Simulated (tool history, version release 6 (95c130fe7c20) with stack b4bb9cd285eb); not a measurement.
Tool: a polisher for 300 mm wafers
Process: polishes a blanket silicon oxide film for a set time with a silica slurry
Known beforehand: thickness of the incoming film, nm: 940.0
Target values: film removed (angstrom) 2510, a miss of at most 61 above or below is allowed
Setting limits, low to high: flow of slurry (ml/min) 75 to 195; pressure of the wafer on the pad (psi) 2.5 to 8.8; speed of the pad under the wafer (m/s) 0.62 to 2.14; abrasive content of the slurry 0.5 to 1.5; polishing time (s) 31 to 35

run	hour	flow of slurry (ml/min)	pressure of the wafer on the pad (psi)	speed of the pad under the wafer (m/s)	abrasive content of the slurry	polishing time (s)	film removed (angstrom)
1	0	125	5.6	1.38	1	35	1627.7
2	4	125	6.6	1.38	1	35	1895.5
3	10.1	125	5.6	1.38	1	35	1646.5
4	18.1	125	5.6	1.38	1.1	35	1717.6
5	25.8	125	5.6	1.38	1	35	1645.6
6	29.3	145	5.6	1.38	1	35	1687.2
7	38	150	6.2	1.38	1	35	1856.9
8	39.1	155	6.7	1.38	1	35	2017.1
9	44.7	155	6.7	1.38	1	35	2034.7
10	48	160	7	1.38	1	35	2122.8
11	51.8	165	7.2	1.38	1	35	2231.8
12	60.1	170	7.3	1.38	1	35	2242.4
13	65	175	7.5	1.38	1	35	2277.2
14	67.4	175	7.7	1.38	1	35	2360.8
15	73.9	175	7.8	1.38	1	35	2359.6

Which of these 4 next moves meets every target?
A	80.4	180	8	1.38	1	34	?
B	80.4	170	7.4	1.5	1.05	34	?
C	80.4	185	7.9	1.42	0.9	35	?
D	80.4	170	7.7	1.72	0.9	34	?

move	film removed (angstrom)
A	2407.7
B	2403.8
C	2356.3
D	2515
A: nearer than the last run, and not there yet
B: nearer than the last run, and not there yet
C: no better and no worse than the last run
D: all results in spec
D is the move that brings every result within its allowed miss.
